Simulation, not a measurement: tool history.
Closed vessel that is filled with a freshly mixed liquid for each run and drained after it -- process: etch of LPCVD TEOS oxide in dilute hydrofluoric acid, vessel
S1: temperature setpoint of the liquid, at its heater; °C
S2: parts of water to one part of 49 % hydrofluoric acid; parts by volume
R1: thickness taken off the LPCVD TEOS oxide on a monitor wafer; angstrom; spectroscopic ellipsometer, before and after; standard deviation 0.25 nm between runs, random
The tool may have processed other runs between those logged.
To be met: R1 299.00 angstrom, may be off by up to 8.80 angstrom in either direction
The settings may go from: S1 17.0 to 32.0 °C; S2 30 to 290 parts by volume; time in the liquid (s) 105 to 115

run 1 hour=0.0 | S1=24.0 S2=160 time_in_the_liquid_(s)=105 | R1=197.07
run 2 hour=6.8 | S1=25.5 S2=155 time_in_the_liquid_(s)=105 | R1=222.67
run 3 hour=8.6 | S1=25.5 S2=155 time_in_the_liquid_(s)=105 | R1=222.39
run 4 hour=12.8 | S1=26.5 S2=155 time_in_the_liquid_(s)=105 | R1=228.21
run 5 hour=20.2 | S1=26.5 S2=155 time_in_the_liquid_(s)=115 | R1=247.48
run 6 hour=21.8 | S1=26.5 S2=155 time_in_the_liquid_(s)=105 | R1=229.49
run 7 hour=26.0 | S1=27.5 S2=155 time_in_the_liquid_(s)=105 | R1=236.43
run 8 hour=32.7 | S1=31.5 S2=140 time_in_the_liquid_(s)=105 | R1=308.40

4 candidate next runs follow, results not yet known. Just one meets every target within its allowed miss. Identify it.
run A hour=39.4 | S1=27.5 S2=135 time_in_the_liquid_(s)=105 | R1=?
run B hour=39.4 | S1=31.0 S2=130 time_in_the_liquid_(s)=105 | R1=?
run C hour=39.4 | S1=30.5 S2=150 time_in_the_liquid_(s)=115 | R1=?
run D hour=39.4 | S1=32.0 S2=160 time_in_the_liquid_(s)=110 | R1=?

move=A R1=281.62
move=B R1=334.79
move=C R1=303.80
move=D R1=283.44
A: the result that was furthest off in the last run now lies on the other side of its target
B: moves away from the targets compared with the last run
C: every result within its allowed miss
D: the result that was furthest off in the last run now lies on the other side of its target
Answer: C

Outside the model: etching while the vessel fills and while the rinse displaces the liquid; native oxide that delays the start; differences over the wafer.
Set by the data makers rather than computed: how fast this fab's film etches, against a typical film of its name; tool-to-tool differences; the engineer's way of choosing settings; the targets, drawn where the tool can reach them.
